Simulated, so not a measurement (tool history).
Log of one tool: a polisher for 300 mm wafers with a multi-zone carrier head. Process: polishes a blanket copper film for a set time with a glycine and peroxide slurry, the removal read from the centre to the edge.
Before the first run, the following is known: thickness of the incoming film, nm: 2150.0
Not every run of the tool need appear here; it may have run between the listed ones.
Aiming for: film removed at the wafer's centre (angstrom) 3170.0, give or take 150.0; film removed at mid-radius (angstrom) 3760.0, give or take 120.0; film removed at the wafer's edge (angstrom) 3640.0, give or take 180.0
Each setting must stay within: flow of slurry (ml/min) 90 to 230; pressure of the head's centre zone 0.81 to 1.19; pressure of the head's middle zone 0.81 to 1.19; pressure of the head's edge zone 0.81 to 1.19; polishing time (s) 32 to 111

run,hour,flow of slurry (ml/min),pressure of the head's centre zone,pressure of the head's middle zone,pressure of the head's edge zone,polishing time (s),film removed at the wafer's centre (angstrom),film removed at mid-radius (angstrom),film removed at the wafer's edge (angstrom)
1,0.0,150,1.00,1.00,1.00,71,5226.7,5390.7,5345.5
2,6.0,120,1.00,1.00,1.00,71,5105.6,5102.5,5423.0
3,11.8,150,1.00,1.00,1.00,71,5317.2,5297.4,5460.7
4,19.0,150,1.00,0.95,1.00,71,5379.4,5176.8,5433.7
# hour 27.7: worn pad replaced by a new one
5,27.7,150,0.97,0.96,0.98,67,5140.5,5080.3,5423.0
6,31.9,115,0.97,0.96,0.98,67,4777.6,4867.5,5090.6
7,36.7,115,0.96,0.98,0.97,62,4415.7,4475.3,4714.0
8,44.8,115,0.95,1.01,0.96,59,4023.7,4378.9,4515.8
9,47.7,115,0.95,1.02,0.95,57,4006.7,4207.0,4369.4
10,55.3,100,0.85,1.11,0.86,46,2756.4,3469.1,3206.0
11,63.3,105,0.86,1.11,0.88,46,2784.7,3533.4,3275.3
12,68.0,110,0.87,1.10,0.89,46,2917.8,3616.5,3291.0

4 next moves are on the table. One of them brings every result within its allowed miss. Which?
A,72.7,135,0.95,1.05,0.87,48,?,?,?
B,72.7,90,0.98,1.08,0.87,47,?,?,?
C,72.7,95,0.91,1.09,0.92,51,?,?,?
D,72.7,95,0.94,0.95,0.85,52,?,?,?

move,film removed at the wafer's centre (angstrom),film removed at mid-radius (angstrom),film removed at the wafer's edge (angstrom)
A,3443.8,3804.9,3461.4
B,3018.0,3361.6,3115.1
C,3111.9,3748.8,3513.7
D,3275.6,3458.0,3461.4
A: the worst result of the last run now meets its target, but another is out of spec
B: its largest miss is bigger than the last run's
C: every result lands within tolerance
D: the worst result of the last run now meets its target, but another is out of spec
Answer: C

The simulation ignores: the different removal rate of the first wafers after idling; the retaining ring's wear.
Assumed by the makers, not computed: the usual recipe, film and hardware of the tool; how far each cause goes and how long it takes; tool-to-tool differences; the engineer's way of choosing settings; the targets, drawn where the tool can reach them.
